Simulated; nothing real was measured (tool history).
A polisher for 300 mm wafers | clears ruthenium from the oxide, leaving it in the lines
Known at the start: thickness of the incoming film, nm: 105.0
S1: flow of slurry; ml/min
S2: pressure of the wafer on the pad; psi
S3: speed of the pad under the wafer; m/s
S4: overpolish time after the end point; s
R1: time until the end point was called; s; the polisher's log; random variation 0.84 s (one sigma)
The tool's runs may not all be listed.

run 1 hour=0.0 | S1=210 S2=2.4 S3=0.88 S4=10 | R1=101.550
run 2 hour=7.5 | S1=210 S2=2.0 S3=0.88 S4=10 | R1=119.470
run 3 hour=16.4 | S1=210 S2=2.0 S3=0.88 S4=8 | R1=122.150
run 4 hour=19.8 | S1=210 S2=2.0 S3=0.88 S4=10 | R1=122.620
run 5 hour=28.0 | S1=245 S2=2.0 S3=0.88 S4=10 | R1=124.480
run 6 hour=32.1 | S1=245 S2=2.5 S3=0.88 S4=10 | R1=96.547
run 7 hour=33.1 | S1=245 S2=2.7 S3=0.88 S4=10 | R1=91.382
run 8 hour=39.9 | S1=250 S2=3.3 S3=0.94 S4=10 | R1=69.752

Run 9 comes next. What will it give?
run 9 hour=42.9 | S1=250 S2=3.4 S3=0.94 S4=10 | R1=?

{"run 9": {"R1": 68.928}}

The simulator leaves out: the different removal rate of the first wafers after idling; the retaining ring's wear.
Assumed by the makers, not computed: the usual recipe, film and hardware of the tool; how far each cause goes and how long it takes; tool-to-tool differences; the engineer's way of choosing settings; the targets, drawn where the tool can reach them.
